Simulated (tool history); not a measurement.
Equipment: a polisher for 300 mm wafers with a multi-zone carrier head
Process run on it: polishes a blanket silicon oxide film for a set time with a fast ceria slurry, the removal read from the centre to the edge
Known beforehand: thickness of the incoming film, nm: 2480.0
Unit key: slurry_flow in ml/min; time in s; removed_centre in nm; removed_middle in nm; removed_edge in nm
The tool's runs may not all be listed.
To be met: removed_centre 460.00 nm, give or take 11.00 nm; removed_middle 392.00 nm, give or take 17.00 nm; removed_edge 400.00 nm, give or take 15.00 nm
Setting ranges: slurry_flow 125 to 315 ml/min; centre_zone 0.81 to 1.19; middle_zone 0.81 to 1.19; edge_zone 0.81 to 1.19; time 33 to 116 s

run 1 hour=0.0 | slurry_flow=205 centre_zone=1.00 middle_zone=1.00 edge_zone=1.00 time=74 | removed_centre=724.93 removed_middle=755.64 removed_edge=730.98
run 2 hour=5.1 | slurry_flow=205 centre_zone=1.00 middle_zone=0.97 edge_zone=1.00 time=74 | removed_centre=718.29 removed_middle=715.37 removed_edge=713.07
run 3 hour=8.9 | slurry_flow=205 centre_zone=1.00 middle_zone=0.94 edge_zone=0.96 time=67 | removed_centre=664.51 removed_middle=626.01 removed_edge=642.20
run 4 hour=15.4 | slurry_flow=210 centre_zone=1.00 middle_zone=0.94 edge_zone=0.93 time=60 | removed_centre=588.50 removed_middle=580.06 removed_edge=572.41
run 5 hour=21.0 | slurry_flow=205 centre_zone=1.01 middle_zone=0.92 edge_zone=0.90 time=56 | removed_centre=552.25 removed_middle=518.41 removed_edge=518.45
run 6 hour=28.7 | slurry_flow=195 centre_zone=1.02 middle_zone=0.91 edge_zone=0.88 time=54 | removed_centre=538.13 removed_middle=511.86 removed_edge=497.00
run 7 hour=30.5 | slurry_flow=195 centre_zone=1.03 middle_zone=0.89 edge_zone=0.87 time=51 | removed_centre=509.74 removed_middle=482.91 removed_edge=475.44
run 8 hour=32.1 | slurry_flow=205 centre_zone=1.05 middle_zone=0.87 edge_zone=0.86 time=48 | removed_centre=491.87 removed_middle=435.59 removed_edge=440.66
run 9 hour=40.0 | slurry_flow=205 centre_zone=1.05 middle_zone=0.86 edge_zone=0.85 time=47 | removed_centre=483.58 removed_middle=428.45 removed_edge=420.33

Consider the 5 candidate settings below. Which is the only one whose results all fall within their allowed miss of target?
run A hour=47.9 | slurry_flow=230 centre_zone=1.09 middle_zone=0.92 edge_zone=0.81 time=45 | removed_centre=? removed_middle=? removed_edge=?
run B hour=47.9 | slurry_flow=165 centre_zone=1.12 middle_zone=0.88 edge_zone=0.81 time=43 | removed_centre=? removed_middle=? removed_edge=?
run C hour=47.9 | slurry_flow=155 centre_zone=1.12 middle_zone=0.89 edge_zone=0.93 time=43 | removed_centre=? removed_middle=? removed_edge=?
run D hour=47.9 | slurry_flow=215 centre_zone=1.16 middle_zone=0.89 edge_zone=0.81 time=44 | removed_centre=? removed_middle=? removed_edge=?
run E hour=47.9 | slurry_flow=265 centre_zone=1.19 middle_zone=0.88 edge_zone=0.81 time=41 | removed_centre=? removed_middle=? removed_edge=?

move=A removed_centre=483.77 removed_middle=436.61 removed_edge=403.26
move=B removed_centre=456.35 removed_middle=392.16 removed_edge=375.44
move=C removed_centre=452.70 removed_middle=391.86 removed_edge=394.53
move=D removed_centre=499.23 removed_middle=415.64 removed_edge=392.41
move=E removed_centre=487.96 removed_middle=392.60 removed_edge=371.34
A: moves away from the targets compared with the last run
B: the furthest-off result lands on target, but another misses its tolerance
C: each result inside its tolerance
D: moves away from the targets compared with the last run
E: the furthest-off result lands on target, but another misses its tolerance
C is the move that brings every result within its allowed miss.
